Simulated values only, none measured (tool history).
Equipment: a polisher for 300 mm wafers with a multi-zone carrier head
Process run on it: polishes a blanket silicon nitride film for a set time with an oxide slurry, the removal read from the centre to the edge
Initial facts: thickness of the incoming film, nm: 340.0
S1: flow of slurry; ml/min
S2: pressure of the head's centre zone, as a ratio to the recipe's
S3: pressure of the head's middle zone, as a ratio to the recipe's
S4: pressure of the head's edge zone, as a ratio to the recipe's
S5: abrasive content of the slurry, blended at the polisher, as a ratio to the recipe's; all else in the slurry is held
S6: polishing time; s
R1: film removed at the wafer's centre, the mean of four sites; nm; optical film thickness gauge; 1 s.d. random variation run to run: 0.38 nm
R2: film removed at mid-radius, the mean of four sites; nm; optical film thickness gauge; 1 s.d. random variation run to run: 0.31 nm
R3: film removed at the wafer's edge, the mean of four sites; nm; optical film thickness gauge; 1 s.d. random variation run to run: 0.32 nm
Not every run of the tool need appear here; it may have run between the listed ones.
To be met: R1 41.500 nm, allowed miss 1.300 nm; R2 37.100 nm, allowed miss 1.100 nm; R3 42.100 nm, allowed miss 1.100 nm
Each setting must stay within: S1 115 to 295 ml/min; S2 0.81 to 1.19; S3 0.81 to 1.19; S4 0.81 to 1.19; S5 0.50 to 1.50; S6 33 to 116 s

run 1 hour=0.0 | S1=190 S2=1.00 S3=1.00 S4=1.00 S5=1.00 S6=74 | R1=43.580 R2=43.801 R3=43.804
run 2 hour=2.5 | S1=180 S2=1.00 S3=0.98 S4=1.00 S5=1.00 S6=74 | R1=44.247 R2=42.560 R3=43.015
run 3 hour=8.6 | S1=180 S2=1.00 S3=0.98 S4=1.00 S5=1.15 S6=74 | R1=45.606 R2=44.573 R3=45.710
run 4 hour=10.6 | S1=200 S2=1.00 S3=0.98 S4=1.00 S5=1.15 S6=74 | R1=45.879 R2=44.899 R3=46.203
run 5 hour=15.3 | S1=195 S2=0.99 S3=0.95 S4=0.99 S5=1.15 S6=74 | R1=45.870 R2=44.792 R3=45.572
run 6 hour=23.0 | S1=195 S2=0.92 S3=0.95 S4=0.99 S5=1.15 S6=74 | R1=42.534 R2=44.924 R3=45.869
run 7 hour=27.6 | S1=185 S2=0.92 S3=0.92 S4=1.00 S5=1.15 S6=74 | R1=42.808 R2=42.687 R3=46.156
run 8 hour=35.8 | S1=180 S2=0.92 S3=0.90 S4=0.99 S5=1.15 S6=74 | R1=41.859 R2=41.336 R3=45.903

Next run, 4 choices. One meets every target within its allowed miss, the rest don't. Which?
run A hour=44.0 | S1=185 S2=0.99 S3=0.86 S4=1.00 S5=0.95 S6=73 | R1=? R2=? R3=?
run B hour=44.0 | S1=290 S2=0.98 S3=0.82 S4=1.05 S5=1.15 S6=68 | R1=? R2=? R3=?
run C hour=44.0 | S1=185 S2=1.02 S3=0.83 S4=0.99 S5=1.00 S6=70 | R1=? R2=? R3=?
run D hour=44.0 | S1=195 S2=0.85 S3=0.95 S4=1.05 S5=1.20 S6=79 | R1=? R2=? R3=?

move=A R1=40.648 R2=37.547 R3=42.218
move=B R1=43.064 R2=38.410 R3=45.342
move=C R1=40.985 R2=35.684 R3=41.133
move=D R1=41.680 R2=48.722 R3=51.444
A: every result lands within tolerance
B: nearer the targets than the last run, but a result is still out of spec
C: takes the result that was furthest off past its target
D: further off than the last run
A meets every target.
